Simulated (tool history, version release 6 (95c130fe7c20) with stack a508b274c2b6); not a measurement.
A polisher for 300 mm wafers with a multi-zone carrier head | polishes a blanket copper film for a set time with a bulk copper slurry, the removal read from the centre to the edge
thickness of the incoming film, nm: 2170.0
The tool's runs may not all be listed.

run  hour  flow of slurry (ml/min)  pressure of the head's centre zone  pressure of the head's middle zone  pressure of the head's edge zone  abrasive content of the slurry  polishing time (s)  film removed at the wafer's centre (Å)  film removed at mid-radius (Å)  film removed at the wafer's edge (Å)
  1   0.0                      300                                1.00                                1.00                              1.00                            1.00                  60                                  3433.5                          3328.0                                3598.2
  2   3.2                      300                                1.00                                1.00                              1.03                            1.00                  60                                  3365.0                          3363.6                                3649.4
  3   8.0                      300                                1.00                                0.93                              1.03                            1.00                  60                                  3371.7                          3198.4                                3673.7
  4  10.4                      300                                1.00                                0.93                              1.03                            1.15                  60                                  3438.3                          3307.7                                3702.4
  5  16.0                      310                                1.04                                0.98                              1.06                            1.25                  63                                  3910.7                          3675.4                                4076.1
  6  20.1                      310                                1.04                                0.98                              1.06                            1.45                  63                                  3994.0                          3831.0                                4173.7
  7  24.5                      320                                1.06                                1.04                              1.07                            1.45                  64                                  4124.2                          4134.5                                4229.3
  8  27.6                      325                                1.08                                1.06                              1.09                            1.45                  65                                  4314.8                          4135.5                                4378.5

Run 9 comes next. What will it give?
  9  29.5                      330                                1.09                                1.09                              1.08                            1.45                  66                                       ?                               ?                                     ?

film removed at the wafer's centre (Å): 4380.8
film removed at mid-radius (Å): 4317.9
film removed at the wafer's edge (Å): 4426.6
